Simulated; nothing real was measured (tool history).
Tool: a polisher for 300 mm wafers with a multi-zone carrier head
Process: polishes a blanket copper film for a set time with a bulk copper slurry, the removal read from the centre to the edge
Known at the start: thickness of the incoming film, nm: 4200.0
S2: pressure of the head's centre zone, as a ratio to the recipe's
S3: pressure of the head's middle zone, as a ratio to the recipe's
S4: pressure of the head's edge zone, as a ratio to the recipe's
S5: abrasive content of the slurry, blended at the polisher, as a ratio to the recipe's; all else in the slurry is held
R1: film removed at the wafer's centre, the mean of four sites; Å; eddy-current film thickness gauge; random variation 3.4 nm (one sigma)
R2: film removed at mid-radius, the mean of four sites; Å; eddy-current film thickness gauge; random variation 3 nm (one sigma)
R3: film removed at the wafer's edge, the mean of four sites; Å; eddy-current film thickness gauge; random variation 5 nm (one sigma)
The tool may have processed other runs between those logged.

run 1 hour=0 | flow_of_slurry_(ml/min)=220 S2=1 S3=1 S4=1 S5=1 polishing_time_(s)=65 | R1=4563 R2=4441.6 R3=4421.3
run 2 hour=3.4 | flow_of_slurry_(ml/min)=220 S2=1 S3=1 S4=0.94 S5=1 polishing_time_(s)=65 | R1=4501.9 R2=4437.8 R3=4320.9
run 3 hour=5.6 | flow_of_slurry_(ml/min)=220 S2=1 S3=1 S4=0.94 S5=0.85 polishing_time_(s)=65 | R1=4416.6 R2=4270.6 R3=4195.8
run 4 hour=13.5 | flow_of_slurry_(ml/min)=230 S2=1.01 S3=1 S4=0.97 S5=0.9 polishing_time_(s)=65 | R1=4558.3 R2=4379.1 R3=4377.1
run 5 hour=15.4 | flow_of_slurry_(ml/min)=245 S2=1.03 S3=1.01 S4=0.98 S5=0.9 polishing_time_(s)=65 | R1=4650.4 R2=4423.5 R3=4474.3
run 6 hour=16.1 | flow_of_slurry_(ml/min)=245 S2=1.03 S3=1.01 S4=0.98 S5=0.8 polishing_time_(s)=65 | R1=4606.2 R2=4316.8 R3=4209.9
run 7 hour=23.9 | flow_of_slurry_(ml/min)=245 S2=1.03 S3=1.01 S4=0.98 S5=0.8 polishing_time_(s)=65 | R1=4492.7 R2=4345.4 R3=4292.3
run 8 hour=25.2 | flow_of_slurry_(ml/min)=255 S2=1.05 S3=1.02 S4=1 S5=0.85 polishing_time_(s)=65 | R1=4686.6 R2=4412 R3=4367
run 9 hour=32.9 | flow_of_slurry_(ml/min)=265 S2=1.06 S3=1.03 S4=1.02 S5=0.9 polishing_time_(s)=65 | R1=4830.7 R2=4562.5 R3=4477.3
run 10 hour=40.5 | flow_of_slurry_(ml/min)=270 S2=1.07 S3=1.03 S4=1.04 S5=0.95 polishing_time_(s)=65 | R1=4934.2 R2=4630.3 R3=4590.7
run 11 hour=49.2 | flow_of_slurry_(ml/min)=275 S2=1.08 S3=1.03 S4=1.06 S5=0.95 polishing_time_(s)=65 | R1=4980.3 R2=4665.6 R3=4710.4
run 12 hour=56.3 | flow_of_slurry_(ml/min)=280 S2=1.09 S3=1.03 S4=1.07 S5=0.95 polishing_time_(s)=65 | R1=5071.8 R2=4607 R3=4705.9

Run 13 has not been measured yet. What should we expect?
run 13 hour=64.4 | flow_of_slurry_(ml/min)=285 S2=1.1 S3=1.04 S4=1.08 S5=0.95 polishing_time_(s)=65 | R1=? R2=? R3=?

{"run 13": {"R1": 5073.8, "R2": 4699.3, "R3": 4744.8}}

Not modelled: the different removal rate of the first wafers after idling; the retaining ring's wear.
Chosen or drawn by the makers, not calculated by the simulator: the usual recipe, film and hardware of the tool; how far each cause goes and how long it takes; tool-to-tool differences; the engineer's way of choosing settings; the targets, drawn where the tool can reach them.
